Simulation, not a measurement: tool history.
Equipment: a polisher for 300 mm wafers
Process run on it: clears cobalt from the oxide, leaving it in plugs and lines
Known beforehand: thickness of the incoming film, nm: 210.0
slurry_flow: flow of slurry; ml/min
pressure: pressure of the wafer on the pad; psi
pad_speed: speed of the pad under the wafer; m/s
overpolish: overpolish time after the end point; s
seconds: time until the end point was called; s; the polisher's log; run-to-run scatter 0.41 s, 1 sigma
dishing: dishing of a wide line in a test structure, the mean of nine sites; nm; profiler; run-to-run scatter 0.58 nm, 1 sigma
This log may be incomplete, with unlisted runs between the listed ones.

Run 1, day 0: slurry_flow 120 ml/min, pressure 2 psi, pad_speed 0.96 m/s, overpolish 9 s. Result: seconds 50.846 s, dishing 25.394 nm.
Run 2, day 0.033: slurry_flow 130 ml/min, pressure 2.1 psi, pad_speed 0.96 m/s, overpolish 8 s. Result: seconds 47.751 s, dishing 24.896 nm.
Run 3, day 0.108: slurry_flow 135 ml/min, pressure 2.1 psi, pad_speed 0.96 m/s, overpolish 8 s. Result: seconds 47.557 s, dishing 24.945 nm.
Run 4, day 0.388: slurry_flow 140 ml/min, pressure 2.1 psi, pad_speed 0.96 m/s, overpolish 8 s. Result: seconds 47.542 s, dishing 25.092 nm.
Run 5, day 0.688: slurry_flow 140 ml/min, pressure 2.1 psi, pad_speed 0.96 m/s, overpolish 5 s. Result: seconds 46.741 s, dishing 17.118 nm.
Run 6, day 0.829: slurry_flow 140 ml/min, pressure 2.1 psi, pad_speed 0.96 m/s, overpolish 6 s. Result: seconds 46.791 s, dishing 19.326 nm.
Run 7, day 1.15: slurry_flow 145 ml/min, pressure 2.1 psi, pad_speed 0.96 m/s, overpolish 6 s. Result: seconds 46.832 s, dishing 20.886 nm.

Predict the results of run 8:
Run 8, day 1.283: slurry_flow 150 ml/min, pressure 2.1 psi, pad_speed 0.96 m/s, overpolish 6 s. Result: seconds ?, dishing ?.

Logged for run 8: seconds 46.42 s, dishing 20.222 nm.

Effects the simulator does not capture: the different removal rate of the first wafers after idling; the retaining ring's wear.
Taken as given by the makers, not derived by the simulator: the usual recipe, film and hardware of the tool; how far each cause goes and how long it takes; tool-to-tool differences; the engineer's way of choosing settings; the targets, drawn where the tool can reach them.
